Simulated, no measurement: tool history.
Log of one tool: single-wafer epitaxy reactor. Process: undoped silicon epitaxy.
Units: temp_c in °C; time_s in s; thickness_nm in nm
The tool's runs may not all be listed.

run	day	temp_c	time_s	thickness_nm
1	0	665	581	129.58
2	0.321	669	583	140.93
3	0.408	669	663	160.44
4	0.721	665	663	149.35
5	1.004	668	664	158.31
6	1.346	668	701	165.34
7	1.479	669	702	169.05

Forecast run 8:
8	1.675	670	702	?

Run 8 gave thickness_nm 173.5 nm.
